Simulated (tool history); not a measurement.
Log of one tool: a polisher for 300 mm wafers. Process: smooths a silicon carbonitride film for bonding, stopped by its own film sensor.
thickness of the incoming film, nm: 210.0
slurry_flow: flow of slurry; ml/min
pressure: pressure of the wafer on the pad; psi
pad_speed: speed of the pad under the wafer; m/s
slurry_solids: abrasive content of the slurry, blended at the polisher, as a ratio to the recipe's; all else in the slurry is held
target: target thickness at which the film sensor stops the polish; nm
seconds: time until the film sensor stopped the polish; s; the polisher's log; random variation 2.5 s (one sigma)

run 1 hour=0.0 | slurry_flow=195 pressure=2.4 pad_speed=1.06 slurry_solids=1.0 target=166 | seconds=152.11
run 2 hour=4.9 | slurry_flow=195 pressure=2.4 pad_speed=1.06 slurry_solids=1.0 target=164 | seconds=159.27
run 3 hour=8.3 | slurry_flow=195 pressure=2.3 pad_speed=1.06 slurry_solids=1.0 target=164 | seconds=167.30
run 4 hour=11.0 | slurry_flow=235 pressure=2.3 pad_speed=1.06 slurry_solids=1.0 target=164 | seconds=160.04
run 5 hour=14.1 | slurry_flow=235 pressure=1.9 pad_speed=1.06 slurry_solids=1.0 target=164 | seconds=195.14
run 6 hour=19.9 | slurry_flow=210 pressure=1.9 pad_speed=1.06 slurry_solids=1.0 target=164 | seconds=198.36
run 7 hour=24.5 | slurry_flow=210 pressure=1.9 pad_speed=1.06 slurry_solids=1.0 target=164 | seconds=195.72
run 8 hour=32.8 | slurry_flow=210 pressure=1.8 pad_speed=1.06 slurry_solids=1.0 target=164 | seconds=206.59

Run 9 comes next. What will it give?
run 9 hour=39.4 | slurry_flow=210 pressure=1.8 pad_speed=1.06 slurry_solids=1.0 target=164 | seconds=?

seconds: 208.46 s

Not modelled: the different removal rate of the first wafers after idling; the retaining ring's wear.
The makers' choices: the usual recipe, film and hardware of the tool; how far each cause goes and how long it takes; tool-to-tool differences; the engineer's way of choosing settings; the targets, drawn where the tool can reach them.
